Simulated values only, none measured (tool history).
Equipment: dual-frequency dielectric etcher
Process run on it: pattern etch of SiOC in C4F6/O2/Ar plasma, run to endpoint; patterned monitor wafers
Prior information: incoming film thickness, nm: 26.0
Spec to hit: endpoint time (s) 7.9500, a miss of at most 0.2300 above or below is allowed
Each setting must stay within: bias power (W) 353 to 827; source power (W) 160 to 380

| run | hour | bias power (W) | source power (W) | endpoint time (s) |
|---|---|---|---|---|
| 1 | 0.0 | 590 | 270 | 8.4650 |
| 2 | 6.7 | 590 | 250 | 8.6166 |
| 3 | 14.4 | 601 | 250 | 8.5365 |
| 4 | 22.8 | 518 | 250 | 9.3968 |
| 5 | 27.2 | 518 | 270 | 9.2127 |
| 6 | 33.2 | 532 | 270 | 8.9986 |
|  | 34.7 | wet clean of the chamber |
| 7 | 34.7 | 544 | 270 | 9.3047 |
| 8 | 35.5 | 559 | 270 | 9.2980 |
| 9 | 37.2 | 577 | 270 | 8.9897 |

Which one of the following 4 next-run settings gets every result inside its allowed miss? There is exactly one.
| A | 38.9 | 783 | 260 | ? |
| B | 38.9 | 724 | 260 | ? |
| C | 38.9 | 636 | 260 | ? |
| D | 38.9 | 610 | 270 | ? |

| move | endpoint time (s) |
|---|---|
| A | 7.6446 |
| B | 7.9963 |
| C | 8.6343 |
| D | 8.7277 |
A: takes the biggest miss from the last run beyond its target
B: in spec on every target
C: closes in on the targets versus the last run, not all within tolerance yet
D: closes in on the targets versus the last run, not all within tolerance yet
Move B is the one to make.
